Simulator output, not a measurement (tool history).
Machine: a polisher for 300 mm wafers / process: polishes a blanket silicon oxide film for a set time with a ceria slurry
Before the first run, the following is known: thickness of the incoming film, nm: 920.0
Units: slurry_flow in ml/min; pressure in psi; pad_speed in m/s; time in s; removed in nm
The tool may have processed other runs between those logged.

run 1 hour=0 | slurry_flow=305 pressure=3.8 pad_speed=1.18 time=54 | removed=337.75
run 2 hour=3.5 | slurry_flow=305 pressure=3 pad_speed=1.18 time=54 | removed=269.57
run 3 hour=7.4 | slurry_flow=305 pressure=3.9 pad_speed=1.2 time=54 | removed=350.16
run 4 hour=12.8 | slurry_flow=305 pressure=3.4 pad_speed=1.2 time=54 | removed=310.5
run 5 hour=17.5 | slurry_flow=305 pressure=4.2 pad_speed=1.22 time=54 | removed=380.78
run 6 hour=21 | slurry_flow=305 pressure=4.2 pad_speed=1.22 time=54 | removed=382.04
run 7 hour=29.5 | slurry_flow=305 pressure=4.7 pad_speed=1.24 time=54 | removed=435

What does the tool deliver on the next run?
run 8 hour=30.3 | slurry_flow=305 pressure=5.7 pad_speed=1.34 time=54 | removed=?

Run 8 measured removed 572.67 nm.
